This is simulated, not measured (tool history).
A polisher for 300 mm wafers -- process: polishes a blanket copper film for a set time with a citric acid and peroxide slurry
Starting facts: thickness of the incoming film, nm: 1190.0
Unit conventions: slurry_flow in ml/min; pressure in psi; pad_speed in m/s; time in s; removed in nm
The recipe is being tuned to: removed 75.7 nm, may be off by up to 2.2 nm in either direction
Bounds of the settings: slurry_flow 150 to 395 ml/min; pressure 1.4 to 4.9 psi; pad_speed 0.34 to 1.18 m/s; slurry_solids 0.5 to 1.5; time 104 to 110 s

run 1 hour=0 | slurry_flow=250 pressure=3.1 pad_speed=0.76 slurry_solids=1 time=104 | removed=169.86
run 2 hour=5.8 | slurry_flow=250 pressure=2.9 pad_speed=0.74 slurry_solids=1 time=104 | removed=154.05
run 3 hour=9.7 | slurry_flow=250 pressure=2.7 pad_speed=0.72 slurry_solids=1 time=104 | removed=139.71
run 4 hour=14.2 | slurry_flow=250 pressure=2.6 pad_speed=0.7 slurry_solids=1 time=104 | removed=132.13
run 5 hour=15.1 | slurry_flow=250 pressure=2.6 pad_speed=0.7 slurry_solids=1 time=110 | removed=140.48
run 6 hour=15.9 | slurry_flow=250 pressure=2.6 pad_speed=0.7 slurry_solids=1 time=110 | removed=138.03
run 7 hour=20.4 | slurry_flow=250 pressure=2.5 pad_speed=0.68 slurry_solids=1 time=110 | removed=132.42
run 8 hour=26.7 | slurry_flow=250 pressure=2.4 pad_speed=0.66 slurry_solids=1 time=110 | removed=122.87
run 9 hour=28.2 | slurry_flow=250 pressure=2.3 pad_speed=0.66 slurry_solids=1 time=110 | removed=116.98
run 10 hour=35.3 | slurry_flow=250 pressure=2.2 pad_speed=0.66 slurry_solids=1 time=110 | removed=113.28
run 11 hour=36.3 | slurry_flow=250 pressure=2.1 pad_speed=0.66 slurry_solids=1 time=110 | removed=109.72
run 12 hour=40.9 | slurry_flow=240 pressure=1.4 pad_speed=0.52 slurry_solids=1 time=110 | removed=59.409
run 13 hour=48.3 | slurry_flow=250 pressure=1.4 pad_speed=0.52 slurry_solids=1 time=110 | removed=59.796
-- hour=53 worn pad replaced by a new one
run 14 hour=53 | slurry_flow=250 pressure=1.5 pad_speed=0.52 slurry_solids=1 time=110 | removed=69.918
run 15 hour=56.9 | slurry_flow=255 pressure=1.5 pad_speed=0.52 slurry_solids=1 time=110 | removed=70.621

Which of these 5 next moves meets every target?
run A hour=60.8 | slurry_flow=225 pressure=1.7 pad_speed=0.44 slurry_solids=1.1 time=107 | removed=?
run B hour=60.8 | slurry_flow=275 pressure=1.6 pad_speed=0.48 slurry_solids=1 time=110 | removed=?
run C hour=60.8 | slurry_flow=235 pressure=1.4 pad_speed=0.6 slurry_solids=1.1 time=106 | removed=?
run D hour=60.8 | slurry_flow=245 pressure=1.4 pad_speed=0.58 slurry_solids=0.9 time=110 | removed=?
run E hour=60.8 | slurry_flow=340 pressure=1.7 pad_speed=0.44 slurry_solids=0.95 time=110 | removed=?

move=A removed=67.172
move=B removed=70.009
move=C removed=74.684
move=D removed=70.695
move=E removed=68.258
A: further off than the last run
B: further off than the last run
C: meets every target
D: no nearer and no further than the last run
E: further off than the last run
C is the move that brings every result within its allowed miss.
